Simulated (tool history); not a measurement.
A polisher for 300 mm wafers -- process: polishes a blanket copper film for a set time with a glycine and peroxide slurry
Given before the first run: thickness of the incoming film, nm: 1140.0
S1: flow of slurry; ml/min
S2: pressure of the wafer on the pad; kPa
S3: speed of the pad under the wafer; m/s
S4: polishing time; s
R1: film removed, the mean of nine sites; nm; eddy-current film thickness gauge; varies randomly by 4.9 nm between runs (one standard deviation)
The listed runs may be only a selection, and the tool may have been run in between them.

run	hour	S1	S2	S3	S4	R1
1	0.0	310	21.4	1.24	41	262.50
2	7.0	310	22.8	1.24	41	273.32
3	15.7	310	22.8	1.08	41	239.34
4	18.2	310	24.8	1.10	41	264.39
5	24.3	345	24.8	1.10	41	266.64
6	32.0	345	24.8	1.40	41	325.78
7	38.2	345	25.5	1.40	41	336.76
8	44.1	345	26.2	1.40	41	341.54
9	49.4	345	26.9	1.40	41	341.60

Run 10 comes next. What will it give?
10	53.4	345	27.6	1.40	41	?

Logged for run 10: R1 362.22 nm.
